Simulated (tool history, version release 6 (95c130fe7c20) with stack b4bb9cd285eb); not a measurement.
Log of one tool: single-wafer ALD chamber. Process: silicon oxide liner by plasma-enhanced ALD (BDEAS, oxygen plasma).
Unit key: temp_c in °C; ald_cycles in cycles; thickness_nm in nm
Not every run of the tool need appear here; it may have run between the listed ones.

{"run": 1, "hour": 0.0, "temp_c": 320, "ald_cycles": 62, "thickness_nm": 5.5566}
{"run": 2, "hour": 6.4, "temp_c": 322, "ald_cycles": 58, "thickness_nm": 5.1773}
{"run": 3, "hour": 13.6, "temp_c": 324, "ald_cycles": 55, "thickness_nm": 4.8884}
{"run": 4, "hour": 14.3, "temp_c": 327, "ald_cycles": 53, "thickness_nm": 4.6957}
{"run": 5, "hour": 16.8, "temp_c": 330, "ald_cycles": 52, "thickness_nm": 4.5888}
{"run": 6, "hour": 25.7, "temp_c": 325, "ald_cycles": 52, "thickness_nm": 4.6231}
{"run": 7, "hour": 33.9, "temp_c": 327, "ald_cycles": 51, "thickness_nm": 4.5004}
{"run": 8, "hour": 39.6, "temp_c": 328, "ald_cycles": 51, "thickness_nm": 4.4997}

What will run 9 give?
{"run": 9, "hour": 41.9, "temp_c": 330, "ald_cycles": 51, "thickness_nm": "?"}

Run 9 produced thickness_nm 4.4795 nm.

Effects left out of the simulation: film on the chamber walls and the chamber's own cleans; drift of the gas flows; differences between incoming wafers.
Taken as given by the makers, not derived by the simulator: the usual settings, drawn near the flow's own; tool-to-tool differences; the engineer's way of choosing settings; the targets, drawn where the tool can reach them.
